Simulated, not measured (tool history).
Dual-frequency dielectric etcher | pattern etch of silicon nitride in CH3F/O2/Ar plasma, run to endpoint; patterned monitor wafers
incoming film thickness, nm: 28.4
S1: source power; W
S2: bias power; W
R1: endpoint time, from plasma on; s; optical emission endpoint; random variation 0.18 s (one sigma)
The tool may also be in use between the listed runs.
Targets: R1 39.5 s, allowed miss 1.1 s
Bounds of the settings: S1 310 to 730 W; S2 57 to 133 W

| run | hour | S1 | S2 | R1 |
|---|---|---|---|---|
| 1 | 0 | 520 | 95 | 33.33 |
| 2 | 1.6 | 460 | 95 | 34.986 |
| 3 | 4.7 | 460 | 110 | 32.012 |
| 4 | 9.2 | 520 | 110 | 30.792 |
| 5 | 17.9 | 490 | 106 | 32.062 |
| 6 | 24.9 | 490 | 112 | 31.028 |
| 7 | 31.6 | 470 | 108 | 32.039 |
| 8 | 38.7 | 450 | 104 | 33.51 |
| 9 | 40.7 | 450 | 104 | 33.198 |
| 10 | 46.1 | 430 | 101 | 34.484 |
| 11 | 49.6 | 410 | 99 | 35.773 |
| 12 | 51.6 | 400 | 98 | 36.082 |
| 13 | 56.8 | 390 | 97 | 36.738 |
| 14 | 60.4 | 380 | 96 | 37.724 |
| 15 | 65.2 | 370 | 96 | 37.494 |

4 next moves are on the table. One of them brings every result within its allowed miss. Which?
| A | 70 | 360 | 90 | ? |
| B | 70 | 380 | 104 | ? |
| C | 70 | 400 | 98 | ? |
| D | 70 | 410 | 97 | ? |

| move | R1 |
|---|---|
| A | 39.532 |
| B | 35.616 |
| C | 36.147 |
| D | 36.025 |
A: meets every target
B: further off than the last run
C: further off than the last run
D: further off than the last run
The right move is A.
